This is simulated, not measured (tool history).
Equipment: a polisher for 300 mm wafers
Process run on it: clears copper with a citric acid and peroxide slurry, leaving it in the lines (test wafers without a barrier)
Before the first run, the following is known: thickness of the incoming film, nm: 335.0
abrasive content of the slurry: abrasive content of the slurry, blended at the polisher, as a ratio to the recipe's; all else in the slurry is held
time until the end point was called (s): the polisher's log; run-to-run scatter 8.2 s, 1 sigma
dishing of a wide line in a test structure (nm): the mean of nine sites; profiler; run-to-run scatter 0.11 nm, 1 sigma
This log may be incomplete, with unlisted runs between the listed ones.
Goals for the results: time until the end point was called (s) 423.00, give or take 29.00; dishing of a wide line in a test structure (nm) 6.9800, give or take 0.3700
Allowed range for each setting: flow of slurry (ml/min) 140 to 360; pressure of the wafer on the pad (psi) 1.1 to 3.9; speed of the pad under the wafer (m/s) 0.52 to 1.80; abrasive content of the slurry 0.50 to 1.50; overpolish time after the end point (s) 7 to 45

run,hour,flow of slurry (ml/min),pressure of the wafer on the pad (psi),speed of the pad under the wafer (m/s),abrasive content of the slurry,overpolish time after the end point (s),time until the end point was called (s),dishing of a wide line in a test structure (nm)
1,0.0,230,2.5,1.16,1.00,23,164.60,20.2260
2,5.9,230,2.5,1.16,1.15,23,160.57,20.9170
3,13.0,180,2.5,1.16,1.15,23,157.32,20.1780
4,14.0,170,2.3,1.06,1.05,20,197.93,16.7700
5,14.8,195,2.3,1.06,1.05,20,189.50,16.8250
6,17.7,195,2.3,1.30,1.05,20,158.74,18.8360
7,25.9,185,2.1,1.18,0.95,18,192.57,15.9130
8,31.2,175,1.9,1.10,0.90,16,223.03,13.2160
9,37.1,170,1.8,1.00,0.90,15,249.90,11.4840
10,40.7,170,1.7,0.94,0.90,15,281.63,10.5950

Exercise: of the 5 proposed moves below, exactly one satisfies all targets within the stated allowed misses. Which move is it?
A,44.3,140,1.9,0.60,0.85,14,?,?
B,44.3,195,1.1,0.60,0.65,24,?,?
C,44.3,165,1.8,0.70,0.85,14,?,?
D,44.3,210,1.9,0.62,0.95,14,?,?
E,44.3,140,1.7,0.72,0.85,15,?,?

move,time until the end point was called (s),dishing of a wide line in a test structure (nm)
A,415.94,7.1458
B,586.54,8.4167
C,362.82,8.0339
D,368.78,7.9315
E,377.11,8.2396
A: all results in spec
B: moves toward the targets from the last run without getting all of them in spec
C: moves toward the targets from the last run without getting all of them in spec
D: moves toward the targets from the last run without getting all of them in spec
E: moves toward the targets from the last run without getting all of them in spec
Move A is the one to make.

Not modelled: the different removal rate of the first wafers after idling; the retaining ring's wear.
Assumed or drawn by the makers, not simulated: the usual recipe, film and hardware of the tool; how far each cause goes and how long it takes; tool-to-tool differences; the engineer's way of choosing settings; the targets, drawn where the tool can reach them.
